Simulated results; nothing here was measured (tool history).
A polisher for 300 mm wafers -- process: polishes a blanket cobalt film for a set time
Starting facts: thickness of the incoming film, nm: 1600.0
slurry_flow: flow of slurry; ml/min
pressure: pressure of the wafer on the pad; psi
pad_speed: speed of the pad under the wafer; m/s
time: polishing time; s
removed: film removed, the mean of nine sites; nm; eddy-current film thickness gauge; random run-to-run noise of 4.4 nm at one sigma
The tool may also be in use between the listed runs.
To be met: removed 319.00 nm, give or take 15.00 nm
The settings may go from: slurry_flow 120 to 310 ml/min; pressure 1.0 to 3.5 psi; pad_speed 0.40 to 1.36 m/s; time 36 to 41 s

run	hour	slurry_flow	pressure	pad_speed	time	removed
1	0.0	200	2.2	0.88	41	230.75
2	6.5	200	2.2	0.78	41	204.72
3	12.9	200	2.3	0.78	41	216.63
4	17.8	200	2.3	0.64	41	180.10
5	21.6	200	2.8	0.64	41	218.10
6	26.9	200	2.9	0.66	41	231.16
7	28.6	200	3.0	0.68	41	244.16
8	35.5	200	3.1	0.70	41	254.61
9	43.0	200	3.2	0.72	41	266.87
10	50.2	200	3.2	0.74	41	278.27
11	58.9	200	3.4	0.76	41	302.73

5 candidate next runs follow, results not yet known. Just one meets every target within its allowed miss. Identify it.
A	67.6	215	2.8	0.86	41	?
B	67.6	200	3.3	0.76	39	?
C	67.6	220	3.4	0.86	38	?
D	67.6	225	3.4	0.76	38	?
E	67.6	175	3.2	0.78	41	?

move	removed
A	277.84
B	271.56
C	308.17
D	276.34
E	278.22
A: its largest miss is bigger than the last run's
B: its largest miss is bigger than the last run's
C: all results in spec
D: its largest miss is bigger than the last run's
E: its largest miss is bigger than the last run's
C is the move that brings every result within its allowed miss.
